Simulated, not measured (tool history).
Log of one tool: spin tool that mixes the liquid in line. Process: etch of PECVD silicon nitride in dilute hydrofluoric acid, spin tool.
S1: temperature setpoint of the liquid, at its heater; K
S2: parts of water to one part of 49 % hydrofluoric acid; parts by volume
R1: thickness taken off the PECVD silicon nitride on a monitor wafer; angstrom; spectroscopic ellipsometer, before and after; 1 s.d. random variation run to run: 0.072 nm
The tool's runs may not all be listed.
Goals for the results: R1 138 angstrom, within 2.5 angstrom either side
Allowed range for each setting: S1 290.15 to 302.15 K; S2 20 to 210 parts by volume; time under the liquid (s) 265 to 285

run 1 hour=0 | S1=294.15 S2=115 time_under_the_liquid_(s)=265 | R1=68.095
run 2 hour=5.9 | S1=294.15 S2=150 time_under_the_liquid_(s)=265 | R1=52.463
run 3 hour=12.6 | S1=294.15 S2=150 time_under_the_liquid_(s)=265 | R1=52.608
run 4 hour=13.8 | S1=294.15 S2=150 time_under_the_liquid_(s)=285 | R1=55.997
run 5 hour=19.6 | S1=294.15 S2=175 time_under_the_liquid_(s)=285 | R1=48.733
run 6 hour=22.3 | S1=294.15 S2=210 time_under_the_liquid_(s)=285 | R1=40.997
run 7 hour=24.5 | S1=295.15 S2=195 time_under_the_liquid_(s)=285 | R1=47.103
run 8 hour=31.4 | S1=296.15 S2=180 time_under_the_liquid_(s)=285 | R1=53.35
run 9 hour=35.7 | S1=297.15 S2=165 time_under_the_liquid_(s)=285 | R1=62.118
run 10 hour=40.1 | S1=297.65 S2=155 time_under_the_liquid_(s)=285 | R1=68.401
run 11 hour=46.9 | S1=298.15 S2=145 time_under_the_liquid_(s)=285 | R1=75.745
run 12 hour=48.1 | S1=302.15 S2=95 time_under_the_liquid_(s)=285 | R1=149.81

5 candidate next runs follow, results not yet known. Just one meets every target within its allowed miss. Identify it.
run A hour=49.3 | S1=302.15 S2=100 time_under_the_liquid_(s)=280 | R1=?
run B hour=49.3 | S1=301.65 S2=100 time_under_the_liquid_(s)=275 | R1=?
run C hour=49.3 | S1=299.65 S2=75 time_under_the_liquid_(s)=275 | R1=?
run D hour=49.3 | S1=299.65 S2=75 time_under_the_liquid_(s)=285 | R1=?
run E hour=49.3 | S1=302.15 S2=105 time_under_the_liquid_(s)=275 | R1=?

move=A R1=138.6
move=B R1=131.88
move=C R1=154.36
move=D R1=159.98
move=E R1=129.62
A: each result inside its tolerance
B: takes the result that was furthest off past its target
C: the biggest miss grows against the last run
D: the biggest miss grows against the last run
E: takes the result that was furthest off past its target
Correct choice: A, which meets every target
